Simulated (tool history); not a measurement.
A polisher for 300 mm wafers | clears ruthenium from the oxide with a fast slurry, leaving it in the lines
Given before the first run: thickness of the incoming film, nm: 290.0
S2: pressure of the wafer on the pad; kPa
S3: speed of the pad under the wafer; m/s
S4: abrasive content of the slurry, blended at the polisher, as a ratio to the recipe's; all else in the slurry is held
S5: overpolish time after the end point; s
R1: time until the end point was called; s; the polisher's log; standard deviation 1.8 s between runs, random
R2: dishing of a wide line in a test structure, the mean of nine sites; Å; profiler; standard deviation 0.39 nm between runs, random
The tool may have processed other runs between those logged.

Run 1, hour 0.0: flow of slurry (ml/min) 125, S2 14.5 kPa, S3 1.06 m/s, S4 1.00, S5 14 s. Result: R1 97.577 s, R2 317.89 Å.
Run 2, hour 8.0: flow of slurry (ml/min) 115, S2 12.4 kPa, S3 1.00 m/s, S4 1.00, S5 15 s. Result: R1 119.230 s, R2 282.35 Å.
Run 3, hour 11.8: flow of slurry (ml/min) 115, S2 12.4 kPa, S3 1.00 m/s, S4 1.00, S5 11 s. Result: R1 118.210 s, R2 213.88 Å.
Run 4, hour 17.3: flow of slurry (ml/min) 115, S2 12.4 kPa, S3 1.00 m/s, S4 1.00, S5 7 s. Result: R1 117.350 s, R2 130.16 Å.
Run 5, hour 20.3: flow of slurry (ml/min) 115, S2 12.4 kPa, S3 1.00 m/s, S4 1.15, S5 7 s. Result: R1 112.860 s, R2 141.45 Å.
Run 6, hour 22.2: flow of slurry (ml/min) 115, S2 15.2 kPa, S3 1.00 m/s, S4 1.15, S5 7 s. Result: R1 93.614 s, R2 170.76 Å.
Run 7, hour 28.9: flow of slurry (ml/min) 110, S2 13.1 kPa, S3 0.94 m/s, S4 1.15, S5 10 s. Result: R1 115.050 s, R2 195.50 Å.

Run 8, settings as shown, results not yet in. Your forecast:
Run 8, hour 32.7: flow of slurry (ml/min) 105, S2 11.7 kPa, S3 0.88 m/s, S4 1.20, S5 12 s. Result: R1 ?, R2 ?.

Run 8 gave R1 129.670 s, R2 215.23 Å.
